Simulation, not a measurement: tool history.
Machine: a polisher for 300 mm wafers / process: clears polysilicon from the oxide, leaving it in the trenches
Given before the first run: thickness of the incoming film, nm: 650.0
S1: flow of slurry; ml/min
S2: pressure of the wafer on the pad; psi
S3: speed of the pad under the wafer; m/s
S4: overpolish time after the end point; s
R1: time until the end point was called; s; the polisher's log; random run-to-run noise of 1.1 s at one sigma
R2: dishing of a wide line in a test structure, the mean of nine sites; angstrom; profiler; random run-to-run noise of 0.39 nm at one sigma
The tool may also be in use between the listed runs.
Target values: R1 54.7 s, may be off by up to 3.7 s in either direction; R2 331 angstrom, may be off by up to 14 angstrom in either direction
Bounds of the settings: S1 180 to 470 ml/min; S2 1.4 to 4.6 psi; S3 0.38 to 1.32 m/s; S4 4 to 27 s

run    day   S1   S2    S3  S4      R1      R2
  1      0  300    3  0.84  14  51.288  679.05
  2  0.021  305  2.8  0.82  12  54.928  640.16
  3  0.296  305  2.8   0.6  12  77.681  541.81
  4    0.5  355  2.8   0.6  12  78.508  545.45
  5  0.546  320  3.1  0.56  10  74.766  494.65
  6  0.921  290  3.4  0.52   9  71.979  480.58
  7  1.083  270  3.6   0.5   8  72.781  440.38
  8   1.35  250  3.8   0.5   7  70.095  412.42
  9  1.575  235    4   0.5   6  65.714  387.29
 10  1.717  225  4.1   0.5   6  66.314     389
 11  1.833  215  4.2   0.5   6  65.019  387.32
 12  1.917  210  4.3   0.5   6  64.387  403.36
 13  2.054  205  4.4   0.5   6  62.268     406
 14  2.412  200  4.4   0.5   6  63.589  406.27
 15  2.558  225  4.4  0.48   6  63.451  404.78
 16  2.854  215  4.4  0.48   6  61.712  407.81
 17  3.071  210  4.4   0.5   6  60.623  405.34
 18    3.1  205  4.4   0.5   6  60.756  403.48
 19  3.133  200  4.4   0.5   6  62.723  400.11
 20  3.271  285  4.3  0.48   4  62.879  299.27
 21  3.642  280  4.3   0.5   4  59.724  305.17
 22  3.771  275  4.3   0.5   4  62.001   306.2
 23  3.875  270  4.3  0.52   4  60.626  306.87
 24  4.004  270  4.3  0.52   4   59.43  311.66
 25  4.104  270  4.3  0.52   4   59.86   306.2
 26  4.354  265  4.3  0.52   4  59.768  312.44
 27  4.717  260  4.3  0.52   4  61.442  311.44

Of the 4 settings listed for the next run, only one would bring every result within its allowed miss of target. Which one?
  A  5.079  305  3.6  0.66   4   ?   ?
  B  5.079  220  4.6  0.38   5   ?   ?
  C  5.079  300  4.5   0.4   5   ?   ?
  D  5.079  245  4.4  0.46   5   ?   ?

move      R1      R2
   A  54.828  333.22
   B  76.001  307.94
   C  71.809  321.65
   D  65.472  344.79
A: each result inside its tolerance
B: further off than the last run
C: further off than the last run
D: further off than the last run
Go with A: it meets all targets.
